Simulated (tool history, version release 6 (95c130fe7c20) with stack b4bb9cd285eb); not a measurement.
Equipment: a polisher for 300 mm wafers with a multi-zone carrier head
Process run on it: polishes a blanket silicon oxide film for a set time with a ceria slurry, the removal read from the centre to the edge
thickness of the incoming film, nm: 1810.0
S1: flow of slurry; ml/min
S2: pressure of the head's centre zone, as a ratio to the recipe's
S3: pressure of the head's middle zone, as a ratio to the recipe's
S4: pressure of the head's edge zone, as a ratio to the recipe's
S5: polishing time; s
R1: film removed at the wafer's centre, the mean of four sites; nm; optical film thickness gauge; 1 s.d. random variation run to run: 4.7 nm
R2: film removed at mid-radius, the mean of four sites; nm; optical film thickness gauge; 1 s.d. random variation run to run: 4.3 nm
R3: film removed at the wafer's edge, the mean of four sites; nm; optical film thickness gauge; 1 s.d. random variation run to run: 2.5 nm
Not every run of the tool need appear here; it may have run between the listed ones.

run  hour   S1    S2    S3    S4  S5      R1      R2      R3
  1     0  310     1     1     1  81  459.29  442.87   441.1
  2   1.7  310     1  1.01  0.98  78  440.84  438.93  420.36
  3   4.1  310     1  1.01  1.05  78  433.88   442.4  438.18
  4   6.7  310     1  1.02  1.03  75  431.58  417.26   422.2
  5   9.2  310     1  1.02  1.03  60  337.24  338.22  334.88
  6  16.5  310  1.06  1.02  1.03  60  361.37  336.79  328.48
  7  19.9  310  1.05  1.03  1.02  60   366.2  337.44  331.61
  8  21.9  310  1.04  1.04     1  60  357.44  345.19  330.02
  9  30.2  310  1.03  1.04  0.98  60  346.24     343  327.23
 10  38.8  310  1.03  1.04  0.96  60  360.54  337.13  318.08
 11  40.4  310  1.02  1.05  0.95  60   347.7  341.07  316.35

Predict the results of run 12:
 12  41.1  310  1.02  1.06  0.94  60   ?   ?   ?

Run 12 gave R1 350.42 nm, R2 343.79 nm, R3 318.33 nm.
